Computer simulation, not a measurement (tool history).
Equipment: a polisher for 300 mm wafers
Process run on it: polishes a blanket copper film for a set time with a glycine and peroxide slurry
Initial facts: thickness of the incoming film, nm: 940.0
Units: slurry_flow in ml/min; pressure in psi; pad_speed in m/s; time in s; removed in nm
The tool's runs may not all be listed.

run	day	slurry_flow	pressure	pad_speed	time	removed
1	0.000	245	1.9	0.78	109	397.23
2	0.154	245	1.7	0.78	109	373.91
3	0.192	245	1.7	0.78	114	392.04
4	0.304	245	1.2	0.78	114	317.10
5	0.562	245	1.1	0.78	114	297.17
6	0.729	245	1.1	0.98	114	350.22
7	0.788	245	1.1	0.94	114	338.24
8	0.954	245	1.1	0.92	114	332.69

What does the tool deliver on the next run?
9	1.083	245	1.1	0.90	114	?

removed: 327.71 nm
